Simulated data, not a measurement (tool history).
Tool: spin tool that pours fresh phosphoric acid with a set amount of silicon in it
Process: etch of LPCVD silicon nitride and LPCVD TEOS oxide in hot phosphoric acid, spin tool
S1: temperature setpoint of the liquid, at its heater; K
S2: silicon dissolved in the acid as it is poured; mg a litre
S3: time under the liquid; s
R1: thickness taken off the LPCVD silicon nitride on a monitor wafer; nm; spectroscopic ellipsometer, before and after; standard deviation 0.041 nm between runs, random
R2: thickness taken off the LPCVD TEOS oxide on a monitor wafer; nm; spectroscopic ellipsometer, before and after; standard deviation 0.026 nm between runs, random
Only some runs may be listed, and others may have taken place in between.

| run | day | S1 | S2 | S3 | R1 | R2 |
|---|---|---|---|---|---|---|
| 1 | 0 | 435.15 | 10.5 | 125 | 9.6524 | 0.45415 |
| 2 | 0.221 | 435.15 | 10.5 | 180 | 13.827 | 0.71264 |
| 3 | 0.433 | 435.15 | 14.5 | 180 | 13.826 | 0.63219 |
| 4 | 0.808 | 434.15 | 13.5 | 180 | 13.435 | 0.59443 |
| 5 | 1.067 | 435.65 | 13.5 | 180 | 14.036 | 0.6816 |
| 6 | 1.196 | 437.65 | 13.5 | 180 | 15.05 | 0.80081 |

What does the tool deliver on the next run?
| 7 | 1.542 | 436.65 | 12.5 | 180 | ? | ? |

Run 7 came out at R1 14.561 nm, R2 0.77703 nm.
